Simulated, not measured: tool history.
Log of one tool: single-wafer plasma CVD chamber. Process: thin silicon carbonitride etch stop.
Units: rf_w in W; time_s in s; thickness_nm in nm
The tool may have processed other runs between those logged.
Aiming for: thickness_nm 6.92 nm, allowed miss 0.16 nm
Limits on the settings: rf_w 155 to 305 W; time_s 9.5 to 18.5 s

{"run": 1, "hour": 0.0, "rf_w": 230, "time_s": 14, "thickness_nm": 8.9429}
{"run": 2, "hour": 2.0, "rf_w": 210, "time_s": 14, "thickness_nm": 8.729}
{"run": 3, "hour": 6.3, "rf_w": 210, "time_s": 15.1, "thickness_nm": 9.3196}
{"run": 4, "hour": 7.4, "rf_w": 200, "time_s": 14.1, "thickness_nm": 8.5394}
{"run": 5, "hour": 15.5, "rf_w": 215, "time_s": 14.1, "thickness_nm": 8.7963}
{"run": 6, "hour": 18.7, "rf_w": 215, "time_s": 15.9, "thickness_nm": 9.9805}
{"run": 7, "hour": 24.9, "rf_w": 200, "time_s": 14.8, "thickness_nm": 8.9911}
{"run": 8, "hour": 28.5, "rf_w": 165, "time_s": 12.6, "thickness_nm": 7.3078}
{"run": 9, "hour": 31.2, "rf_w": 155, "time_s": 11.9, "thickness_nm": 6.8081}

Next run, 5 choices. One meets every target within its allowed miss, the rest don't. Which?
{"run": "A", "hour": 33.9, "rf_w": 180, "time_s": 11.2, "thickness_nm": "?"}
{"run": "B", "hour": 33.9, "rf_w": 160, "time_s": 11.6, "thickness_nm": "?"}
{"run": "C", "hour": 33.9, "rf_w": 170, "time_s": 11.8, "thickness_nm": "?"}
{"run": "D", "hour": 33.9, "rf_w": 160, "time_s": 11.5, "thickness_nm": "?"}
{"run": "E", "hour": 33.9, "rf_w": 165, "time_s": 11.5, "thickness_nm": "?"}

move=A thickness_nm=6.6241
move=B thickness_nm=6.6255
move=C thickness_nm=6.8618
move=D thickness_nm=6.5684
move=E thickness_nm=6.6285
A: moves away from the targets compared with the last run
B: moves away from the targets compared with the last run
C: each result inside its tolerance
D: moves away from the targets compared with the last run
E: moves away from the targets compared with the last run
Correct choice: C, which meets every target
